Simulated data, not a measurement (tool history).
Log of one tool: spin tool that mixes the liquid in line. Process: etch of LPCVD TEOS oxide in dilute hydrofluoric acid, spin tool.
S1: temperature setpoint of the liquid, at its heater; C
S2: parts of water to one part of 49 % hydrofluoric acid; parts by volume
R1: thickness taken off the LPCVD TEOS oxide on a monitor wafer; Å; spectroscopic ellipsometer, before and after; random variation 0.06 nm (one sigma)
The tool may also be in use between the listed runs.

run 1 hour=0 | S1=20 S2=145 time_under_the_liquid_(s)=60 | R1=190.72
run 2 hour=3.4 | S1=20 S2=145 time_under_the_liquid_(s)=60 | R1=187.31
run 3 hour=4.9 | S1=19 S2=165 time_under_the_liquid_(s)=60 | R1=156.43
run 4 hour=9 | S1=18.5 S2=180 time_under_the_liquid_(s)=60 | R1=138.06
run 5 hour=15.1 | S1=18 S2=195 time_under_the_liquid_(s)=60 | R1=125.21
run 6 hour=15.7 | S1=17 S2=195 time_under_the_liquid_(s)=60 | R1=119.5
run 7 hour=17.5 | S1=17 S2=205 time_under_the_liquid_(s)=60 | R1=113.67
run 8 hour=21.4 | S1=17 S2=215 time_under_the_liquid_(s)=60 | R1=107.05
run 9 hour=24.5 | S1=17 S2=220 time_under_the_liquid_(s)=60 | R1=103.24

The next listed run, before its measurement:
-- hour=28.3 hydrofluoric acid flow meter replaced
run 10 hour=28.3 | S1=17 S2=235 time_under_the_liquid_(s)=60 | R1=?

{"run 10": {"R1": 85.819}}
